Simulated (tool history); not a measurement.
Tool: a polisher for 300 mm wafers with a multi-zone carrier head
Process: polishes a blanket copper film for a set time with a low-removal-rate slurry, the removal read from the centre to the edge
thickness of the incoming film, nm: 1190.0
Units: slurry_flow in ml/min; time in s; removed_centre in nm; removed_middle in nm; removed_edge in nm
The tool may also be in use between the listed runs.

Run 1, hour 0: slurry_flow 295 ml/min, centre_zone 1, middle_zone 1, edge_zone 1, slurry_solids 1, time 83 s. Result: removed_centre 185.1 nm, removed_middle 183.23 nm, removed_edge 185.26 nm.
Run 2, hour 3.2: slurry_flow 295 ml/min, centre_zone 1, middle_zone 1, edge_zone 1, slurry_solids 1.15, time 83 s. Result: removed_centre 190.19 nm, removed_middle 186.59 nm, removed_edge 190.69 nm.
Run 3, hour 9.2: slurry_flow 290 ml/min, centre_zone 0.98, middle_zone 1, edge_zone 0.96, slurry_solids 1.05, time 83 s. Result: removed_centre 181.61 nm, removed_middle 184.3 nm, removed_edge 179.47 nm.
Run 4, hour 10.5: slurry_flow 290 ml/min, centre_zone 1.06, middle_zone 1, edge_zone 0.96, slurry_solids 1.05, time 83 s. Result: removed_centre 194.88 nm, removed_middle 186.95 nm, removed_edge 180.51 nm.
Run 5, hour 11.9: slurry_flow 290 ml/min, centre_zone 1.06, middle_zone 0.95, edge_zone 0.96, slurry_solids 1.05, time 83 s. Result: removed_centre 196.96 nm, removed_middle 178.41 nm, removed_edge 181.89 nm.
Run 6, hour 19.6: slurry_flow 290 ml/min, centre_zone 1.06, middle_zone 0.87, edge_zone 0.96, slurry_solids 1.05, time 83 s. Result: removed_centre 196.64 nm, removed_middle 164.94 nm, removed_edge 186.8 nm.
Run 7, hour 25.3: slurry_flow 280 ml/min, centre_zone 1.02, middle_zone 0.9, edge_zone 0.92, slurry_solids 1, time 83 s. Result: removed_centre 184.11 nm, removed_middle 166.31 nm, removed_edge 175.56 nm.
Run 8, hour 32.1: slurry_flow 270 ml/min, centre_zone 0.99, middle_zone 0.92, edge_zone 0.9, slurry_solids 1, time 83 s. Result: removed_centre 180.17 nm, removed_middle 167.5 nm, removed_edge 175.47 nm.
Run 9, hour 39.3: slurry_flow 270 ml/min, centre_zone 0.97, middle_zone 0.94, edge_zone 0.88, slurry_solids 0.95, time 83 s. Result: removed_centre 173.52 nm, removed_middle 169.61 nm, removed_edge 172.83 nm.
Run 10, hour 46.5: slurry_flow 265 ml/min, centre_zone 0.97, middle_zone 0.96, edge_zone 0.86, slurry_solids 0.9, time 83 s. Result: removed_centre 173.62 nm, removed_middle 168.99 nm, removed_edge 168.11 nm.
Run 11, hour 52.6: slurry_flow 260 ml/min, centre_zone 0.96, middle_zone 0.98, edge_zone 0.85, slurry_solids 0.85, time 83 s. Result: removed_centre 166.07 nm, removed_middle 167.14 nm, removed_edge 166.25 nm.
Run 12, hour 55.8: slurry_flow 265 ml/min, centre_zone 0.96, middle_zone 1, edge_zone 0.84, slurry_solids 0.85, time 83 s. Result: removed_centre 166.97 nm, removed_middle 175.05 nm, removed_edge 164.19 nm.
Run 13, hour 60.8: slurry_flow 260 ml/min, centre_zone 0.96, middle_zone 1, edge_zone 0.83, slurry_solids 0.85, time 83 s. Result: removed_centre 167.77 nm, removed_middle 172.1 nm, removed_edge 163.68 nm.
Run 14, hour 64.9: slurry_flow 255 ml/min, centre_zone 0.96, middle_zone 1.01, edge_zone 0.82, slurry_solids 0.85, time 83 s. Result: removed_centre 164.7 nm, removed_middle 173.27 nm, removed_edge 162.64 nm.
Run 15, hour 70.8: slurry_flow 255 ml/min, centre_zone 0.96, middle_zone 1.02, edge_zone 0.82, slurry_solids 0.85, time 83 s. Result: removed_centre 165.11 nm, removed_middle 175.4 nm, removed_edge 160.95 nm.
Run 16, hour 75.9: slurry_flow 245 ml/min, centre_zone 0.96, middle_zone 1.02, edge_zone 0.82, slurry_solids 0.85, time 83 s. Result: removed_centre 167.17 nm, removed_middle 173.83 nm, removed_edge 164.25 nm.
Run 17, hour 83.6: slurry_flow 255 ml/min, centre_zone 0.96, middle_zone 1.02, edge_zone 0.82, slurry_solids 0.85, time 83 s. Result: removed_centre 167.55 nm, removed_middle 175.28 nm, removed_edge 161.18 nm.
At hour 89.5: slurry nozzle cleaned.
Run 18, hour 89.5: slurry_flow 250 ml/min, centre_zone 0.95, middle_zone 1.02, edge_zone 0.82, slurry_solids 0.85, time 83 s. Result: removed_centre 166.78 nm, removed_middle 181.17 nm, removed_edge 165.26 nm.
Run 19, hour 90.1: slurry_flow 260 ml/min, centre_zone 0.95, middle_zone 1.02, edge_zone 0.82, slurry_solids 0.85, time 83 s. Result: removed_centre 167.15 nm, removed_middle 180.12 nm, removed_edge 165.82 nm.
Run 20, hour 94.7: slurry_flow 250 ml/min, centre_zone 0.95, middle_zone 1.03, edge_zone 0.82, slurry_solids 0.85, time 83 s. Result: removed_centre 166.3 nm, removed_middle 178.09 nm, removed_edge 163.45 nm.
Run 21, hour 101.9: slurry_flow 250 ml/min, centre_zone 0.95, middle_zone 1.03, edge_zone 0.82, slurry_solids 0.8, time 83 s. Result: removed_centre 168.4 nm, removed_middle 177.54 nm, removed_edge 164.4 nm.

The next listed run, before its measurement:
Run 22, hour 109.2: slurry_flow 255 ml/min, centre_zone 0.95, middle_zone 1.03, edge_zone 0.82, slurry_solids 0.8, time 82 s. Result: removed_centre ?, removed_middle ?, removed_edge ?.

removed_centre: 165.22 nm
removed_middle: 176.79 nm
removed_edge: 160.06 nm
